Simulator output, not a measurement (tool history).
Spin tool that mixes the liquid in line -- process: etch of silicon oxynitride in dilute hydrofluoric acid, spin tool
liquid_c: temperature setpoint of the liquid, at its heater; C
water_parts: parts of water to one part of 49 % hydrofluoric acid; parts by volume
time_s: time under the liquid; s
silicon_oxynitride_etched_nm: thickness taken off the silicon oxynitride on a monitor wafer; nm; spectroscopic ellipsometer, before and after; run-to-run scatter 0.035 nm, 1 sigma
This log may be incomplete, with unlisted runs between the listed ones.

{"run": 1, "hour": 0.0, "liquid_c": 20.0, "water_parts": 155, "time_s": 295, "silicon_oxynitride_etched_nm": 4.5129}
{"run": 2, "hour": 7.9, "liquid_c": 20.0, "water_parts": 155, "time_s": 295, "silicon_oxynitride_etched_nm": 4.4329}
{"run": 3, "hour": 14.3, "liquid_c": 17.0, "water_parts": 155, "time_s": 295, "silicon_oxynitride_etched_nm": 3.9435}
{"run": 4, "hour": 23.2, "liquid_c": 18.5, "water_parts": 155, "time_s": 295, "silicon_oxynitride_etched_nm": 4.1137}
{"run": 5, "hour": 27.3, "liquid_c": 18.5, "water_parts": 165, "time_s": 295, "silicon_oxynitride_etched_nm": 3.7981}
{"run": 6, "hour": 31.9, "liquid_c": 18.5, "water_parts": 210, "time_s": 295, "silicon_oxynitride_etched_nm": 2.8852}
{"run": 7, "hour": 33.1, "liquid_c": 18.5, "water_parts": 215, "time_s": 295, "silicon_oxynitride_etched_nm": 2.9116}

What does the tool deliver on the next run?
{"run": 8, "hour": 39.5, "liquid_c": 18.5, "water_parts": 220, "time_s": 295, "silicon_oxynitride_etched_nm": "?"}

Run 8 measured silicon_oxynitride_etched_nm 2.7458 nm.

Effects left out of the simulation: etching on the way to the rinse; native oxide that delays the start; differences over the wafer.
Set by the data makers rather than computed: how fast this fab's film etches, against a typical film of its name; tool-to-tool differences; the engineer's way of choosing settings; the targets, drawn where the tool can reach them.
